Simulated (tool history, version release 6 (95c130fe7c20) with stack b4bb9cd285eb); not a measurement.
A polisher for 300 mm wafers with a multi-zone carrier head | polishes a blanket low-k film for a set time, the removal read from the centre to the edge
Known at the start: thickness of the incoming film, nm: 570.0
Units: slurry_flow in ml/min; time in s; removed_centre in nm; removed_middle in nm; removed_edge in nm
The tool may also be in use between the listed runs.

Run 1, hour 0: slurry_flow 315 ml/min, centre_zone 1, middle_zone 1, edge_zone 1, slurry_solids 1, time 80 s. Result: removed_centre 22.936 nm, removed_middle 23.631 nm, removed_edge 24.173 nm.
Run 2, hour 4.6: slurry_flow 325 ml/min, centre_zone 1.04, middle_zone 1.04, edge_zone 1, slurry_solids 1.1, time 80 s. Result: removed_centre 24.821 nm, removed_middle 25.114 nm, removed_edge 24.782 nm.
Run 3, hour 9.5: slurry_flow 325 ml/min, centre_zone 1.04, middle_zone 1.04, edge_zone 1, slurry_solids 1.2, time 80 s. Result: removed_centre 26.139 nm, removed_middle 26.402 nm, removed_edge 25.746 nm.
Run 4, hour 14.2: slurry_flow 325 ml/min, centre_zone 1.04, middle_zone 1.04, edge_zone 0.95, slurry_solids 1.2, time 80 s. Result: removed_centre 26.194 nm, removed_middle 26.168 nm, removed_edge 25.675 nm.
Run 5, hour 17.1: slurry_flow 325 ml/min, centre_zone 1.04, middle_zone 1.04, edge_zone 0.95, slurry_solids 1.1, time 80 s. Result: removed_centre 25.55 nm, removed_middle 25.358 nm, removed_edge 24.555 nm.
Run 6, hour 21.6: slurry_flow 325 ml/min, centre_zone 1.04, middle_zone 1.04, edge_zone 0.95, slurry_solids 1.1, time 97 s. Result: removed_centre 30.389 nm, removed_middle 30.829 nm, removed_edge 29.473 nm.

Forecast run 7:
Run 7, hour 24: slurry_flow 330 ml/min, centre_zone 1.05, middle_zone 1.06, edge_zone 0.95, slurry_solids 1.1, time 97 s. Result: removed_centre ?, removed_middle ?, removed_edge ?.

removed_centre: 30.569 nm
removed_middle: 31.078 nm
removed_edge: 29.638 nm
